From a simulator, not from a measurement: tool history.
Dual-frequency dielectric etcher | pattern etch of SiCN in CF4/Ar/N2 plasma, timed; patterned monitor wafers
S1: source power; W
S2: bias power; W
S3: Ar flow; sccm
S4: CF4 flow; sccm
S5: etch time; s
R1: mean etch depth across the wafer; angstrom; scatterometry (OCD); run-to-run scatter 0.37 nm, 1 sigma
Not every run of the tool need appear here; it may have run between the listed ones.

run 1 hour=0.0 | S1=340 S2=53 S3=96 S4=70 S5=81.0 | R1=521.84
run 2 hour=8.0 | S1=350 S2=53 S3=96 S4=70 S5=81.0 | R1=537.97
run 3 hour=11.3 | S1=350 S2=53 S3=96 S4=76 S5=81.0 | R1=541.79
run 4 hour=14.2 | S1=360 S2=53 S3=96 S4=76 S5=81.0 | R1=554.34
run 5 hour=20.3 | S1=360 S2=60 S3=96 S4=76 S5=81.0 | R1=581.04
run 6 hour=21.5 | S1=370 S2=60 S3=96 S4=76 S5=81.0 | R1=593.74

Run 7 comes next. What will it give?
run 7 hour=24.6 | S1=380 S2=60 S3=96 S4=76 S5=81.0 | R1=?

R1: 601.92 angstrom
